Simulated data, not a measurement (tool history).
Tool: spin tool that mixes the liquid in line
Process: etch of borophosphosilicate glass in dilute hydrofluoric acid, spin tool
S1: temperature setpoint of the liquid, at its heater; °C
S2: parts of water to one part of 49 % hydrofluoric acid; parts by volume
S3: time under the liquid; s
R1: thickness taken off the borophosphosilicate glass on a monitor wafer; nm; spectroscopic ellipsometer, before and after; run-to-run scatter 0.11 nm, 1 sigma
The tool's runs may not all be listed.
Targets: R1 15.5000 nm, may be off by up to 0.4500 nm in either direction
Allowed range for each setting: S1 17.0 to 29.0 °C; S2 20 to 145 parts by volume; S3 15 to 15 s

| run | day | S1 | S2 | S3 | R1 |
|---|---|---|---|---|---|
| 1 | 0.000 | 21.0 | 80 | 15 | 9.3729 |
| 2 | 0.246 | 21.0 | 80 | 15 | 9.4054 |
| 3 | 0.375 | 23.5 | 75 | 15 | 11.1310 |
| 4 | 0.733 | 25.5 | 75 | 15 | 12.0480 |
| 5 | 0.758 | 26.5 | 70 | 15 | 13.3670 |
| 6 | 1.075 | 27.0 | 70 | 15 | 13.9020 |
| 7 | 1.396 | 27.5 | 70 | 15 | 14.0400 |
| 8 | 1.471 | 28.0 | 70 | 15 | 14.3970 |
| 9 | 1.529 | 28.5 | 70 | 15 | 14.6210 |
| 10 | 1.850 | 29.0 | 70 | 15 | 14.9670 |
| 11 | 1.892 | 29.0 | 65 | 15 | 15.8740 |

Consider the 4 candidate settings below. Which is the only one whose results all fall within their allowed miss of target?
| A | 1.933 | 25.0 | 55 | 15 | ? |
| B | 1.933 | 25.5 | 55 | 15 | ? |
| C | 1.933 | 28.0 | 60 | 15 | ? |
| D | 1.933 | 23.5 | 55 | 15 | ? |

| move | R1 |
|---|---|
| A | 16.3640 |
| B | 16.6990 |
| C | 16.7990 |
| D | 15.3900 |
A: moves away from the targets compared with the last run
B: moves away from the targets compared with the last run
C: moves away from the targets compared with the last run
D: each result inside its tolerance
D is the move that brings every result within its allowed miss.
